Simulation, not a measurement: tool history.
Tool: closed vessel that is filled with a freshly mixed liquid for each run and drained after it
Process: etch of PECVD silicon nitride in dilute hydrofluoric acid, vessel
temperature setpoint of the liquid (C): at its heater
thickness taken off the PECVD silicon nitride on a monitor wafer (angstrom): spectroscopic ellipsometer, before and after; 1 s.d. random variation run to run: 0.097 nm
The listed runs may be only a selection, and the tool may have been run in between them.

run,hour,temperature setpoint of the liquid (C),parts of water to one part of 49 % hydrofluoric acid (parts by volume),time in the liquid (s),thickness taken off the PECVD silicon nitride on a monitor wafer (angstrom)
1,0,25,145,825,197.54
2,9.4,25,120,825,235.99
3,11.1,25,120,825,238.26
4,17.1,25,95,825,297.85
5,18.2,25,95,825,297.45
6,19.7,25,75,825,377.66
7,24,23.5,85,825,302.04
8,32.6,22,95,825,243.44
9,42,18,140,825,129.24

Run 10, settings as shown, results not yet in. Your forecast:
# hour 48: thermometer replaced
10,48,17,140,825,?

{"run 10": {"thickness taken off the PECVD silicon nitride on a monitor wafer (angstrom)": 105.19}}
